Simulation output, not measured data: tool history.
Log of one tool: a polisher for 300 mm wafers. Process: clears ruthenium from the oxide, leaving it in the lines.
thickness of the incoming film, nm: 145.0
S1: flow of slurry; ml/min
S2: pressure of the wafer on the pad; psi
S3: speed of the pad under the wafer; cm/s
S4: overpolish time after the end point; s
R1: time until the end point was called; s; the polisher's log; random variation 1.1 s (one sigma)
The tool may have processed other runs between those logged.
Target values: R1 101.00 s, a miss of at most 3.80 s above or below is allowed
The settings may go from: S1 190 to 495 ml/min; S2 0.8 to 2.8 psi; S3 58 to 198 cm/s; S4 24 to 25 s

{"run": 1, "hour": 0.0, "S1": 320, "S2": 1.8, "S3": 128, "S4": 24, "R1": 127.64}
{"run": 2, "hour": 6.0, "S1": 320, "S2": 1.9, "S3": 128, "S4": 24, "R1": 119.89}
{"run": 3, "hour": 11.2, "S1": 320, "S2": 2.0, "S3": 128, "S4": 24, "R1": 114.78}
{"run": 4, "hour": 16.9, "S1": 320, "S2": 2.0, "S3": 128, "S4": 24, "R1": 114.47}
{"run": 5, "hour": 21.5, "S1": 320, "S2": 2.0, "S3": 128, "S4": 24, "R1": 114.99}
{"run": 6, "hour": 26.5, "S1": 320, "S2": 2.0, "S3": 128, "S4": 25, "R1": 115.96}
{"run": 7, "hour": 33.7, "S1": 320, "S2": 2.0, "S3": 128, "S4": 25, "R1": 115.22}
{"run": 8, "hour": 42.5, "S1": 320, "S2": 2.1, "S3": 128, "S4": 25, "R1": 110.15}
{"run": 9, "hour": 50.7, "S1": 320, "S2": 2.2, "S3": 128, "S4": 25, "R1": 106.97}

4 next moves are on the table. One of them brings every result within its allowed miss. Which?
{"run": "A", "hour": 58.9, "S1": 325, "S2": 2.1, "S3": 126, "S4": 25, "R1": "?"}
{"run": "B", "hour": 58.9, "S1": 350, "S2": 2.3, "S3": 110, "S4": 24, "R1": "?"}
{"run": "C", "hour": 58.9, "S1": 270, "S2": 2.3, "S3": 112, "S4": 24, "R1": "?"}
{"run": "D", "hour": 58.9, "S1": 245, "S2": 2.0, "S3": 156, "S4": 24, "R1": "?"}

move=A R1=113.38
move=B R1=114.65
move=C R1=115.99
move=D R1=103.29
A: moves away from the targets compared with the last run
B: moves away from the targets compared with the last run
C: moves away from the targets compared with the last run
D: all results land within tolerance of their targets
Go with D: it meets all targets.

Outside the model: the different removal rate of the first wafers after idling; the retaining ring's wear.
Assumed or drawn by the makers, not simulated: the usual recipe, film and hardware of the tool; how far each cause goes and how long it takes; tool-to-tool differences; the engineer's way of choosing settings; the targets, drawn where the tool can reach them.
